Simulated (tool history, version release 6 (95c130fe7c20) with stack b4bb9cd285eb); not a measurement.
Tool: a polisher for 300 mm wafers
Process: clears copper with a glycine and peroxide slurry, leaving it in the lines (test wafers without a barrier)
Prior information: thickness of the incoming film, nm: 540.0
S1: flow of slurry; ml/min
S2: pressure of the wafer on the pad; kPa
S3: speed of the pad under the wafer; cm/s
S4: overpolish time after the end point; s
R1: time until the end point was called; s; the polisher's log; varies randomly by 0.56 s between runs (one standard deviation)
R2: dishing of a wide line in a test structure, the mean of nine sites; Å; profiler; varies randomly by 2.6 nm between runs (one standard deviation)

run 1 day=0 | S1=130 S2=22.1 S3=106 S4=17 | R1=76.684 R2=803.39
run 2 day=0.083 | S1=110 S2=22.1 S3=106 S4=17 | R1=76.946 R2=771.71
run 3 day=0.225 | S1=110 S2=22.1 S3=126 S4=17 | R1=67.963 R2=849.76
run 4 day=0.396 | S1=110 S2=22.1 S3=126 S4=10 | R1=67.633 R2=577.09
run 5 day=0.767 | S1=110 S2=22.1 S3=140 S4=10 | R1=61.479 R2=622.48
run 6 day=0.85 | S1=110 S2=22.8 S3=140 S4=13 | R1=59.45 R2=769.87
run 7 day=1.171 | S1=115 S2=23.4 S3=140 S4=15 | R1=57.291 R2=899.44
run 8 day=1.504 | S1=120 S2=23.4 S3=140 S4=16 | R1=57.444 R2=891.47

Predict the results of run 9:
run 9 day=1.825 | S1=120 S2=24.1 S3=140 S4=18 | R1=? R2=?

Run 9 gave R1 55.866 s, R2 1030 Å.
